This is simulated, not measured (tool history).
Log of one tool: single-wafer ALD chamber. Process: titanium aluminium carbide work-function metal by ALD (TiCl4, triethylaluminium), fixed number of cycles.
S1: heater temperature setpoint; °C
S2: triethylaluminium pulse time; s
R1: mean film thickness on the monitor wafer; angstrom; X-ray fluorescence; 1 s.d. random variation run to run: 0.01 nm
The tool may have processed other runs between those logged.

run  hour   S1     S2      R1
  1     0  310  10.02  21.616
  2   8.1  318  10.02   22.35
  3  12.9  320   10.2  22.606
  4  18.8  320   8.62  22.138
  5  22.6  320  10.95  22.801
  6  24.5  320   9.06  22.286
  7  33.1  322   9.31   22.71

Run 8 is up next; what results do you expect?
  8  41.2  323  9.41   ?

R1: 22.819 angstrom
